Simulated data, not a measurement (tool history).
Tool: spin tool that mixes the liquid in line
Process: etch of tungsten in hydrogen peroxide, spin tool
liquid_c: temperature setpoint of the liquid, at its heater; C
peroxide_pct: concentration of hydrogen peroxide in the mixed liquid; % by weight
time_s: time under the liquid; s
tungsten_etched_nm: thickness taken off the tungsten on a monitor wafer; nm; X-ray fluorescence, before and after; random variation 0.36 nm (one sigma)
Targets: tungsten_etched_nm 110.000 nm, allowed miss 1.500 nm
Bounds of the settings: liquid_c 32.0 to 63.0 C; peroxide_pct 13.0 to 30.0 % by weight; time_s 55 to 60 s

run 1 hour=0.0 | liquid_c=47.0 peroxide_pct=24.0 time_s=55 | tungsten_etched_nm=70.209
run 2 hour=3.9 | liquid_c=47.0 peroxide_pct=24.0 time_s=55 | tungsten_etched_nm=70.497
run 3 hour=7.5 | liquid_c=48.5 peroxide_pct=24.0 time_s=55 | tungsten_etched_nm=77.144
run 4 hour=12.1 | liquid_c=42.5 peroxide_pct=24.0 time_s=55 | tungsten_etched_nm=52.548
run 5 hour=16.5 | liquid_c=42.5 peroxide_pct=24.0 time_s=60 | tungsten_etched_nm=57.449
run 6 hour=24.3 | liquid_c=44.5 peroxide_pct=24.0 time_s=60 | tungsten_etched_nm=65.351
run 7 hour=29.8 | liquid_c=46.5 peroxide_pct=24.0 time_s=60 | tungsten_etched_nm=74.482
run 8 hour=31.2 | liquid_c=48.0 peroxide_pct=24.0 time_s=60 | tungsten_etched_nm=81.611
run 9 hour=38.4 | liquid_c=49.0 peroxide_pct=24.0 time_s=60 | tungsten_etched_nm=86.852
run 10 hour=45.0 | liquid_c=50.0 peroxide_pct=24.0 time_s=60 | tungsten_etched_nm=92.364
run 11 hour=46.6 | liquid_c=50.5 peroxide_pct=24.0 time_s=60 | tungsten_etched_nm=95.330
run 12 hour=48.3 | liquid_c=51.0 peroxide_pct=24.0 time_s=60 | tungsten_etched_nm=98.321
run 13 hour=54.1 | liquid_c=51.5 peroxide_pct=24.0 time_s=60 | tungsten_etched_nm=101.390
run 14 hour=60.2 | liquid_c=52.0 peroxide_pct=24.0 time_s=60 | tungsten_etched_nm=103.980
run 15 hour=61.0 | liquid_c=52.5 peroxide_pct=24.0 time_s=60 | tungsten_etched_nm=106.940

5 next moves are on the table. One of them brings every result within its allowed miss. Which?
run A hour=61.8 | liquid_c=55.0 peroxide_pct=20.5 time_s=55 | tungsten_etched_nm=?
run B hour=61.8 | liquid_c=53.0 peroxide_pct=24.5 time_s=55 | tungsten_etched_nm=?
run C hour=61.8 | liquid_c=54.5 peroxide_pct=21.5 time_s=55 | tungsten_etched_nm=?
run D hour=61.8 | liquid_c=53.5 peroxide_pct=20.5 time_s=60 | tungsten_etched_nm=?
run E hour=61.8 | liquid_c=53.5 peroxide_pct=26.5 time_s=55 | tungsten_etched_nm=?

move=A tungsten_etched_nm=106.110
move=B tungsten_etched_nm=102.960
move=C tungsten_etched_nm=105.490
move=D tungsten_etched_nm=105.870
move=E tungsten_etched_nm=110.340
A: further off than the last run
B: further off than the last run
C: further off than the last run
D: further off than the last run
E: meets every target
The right move is E.
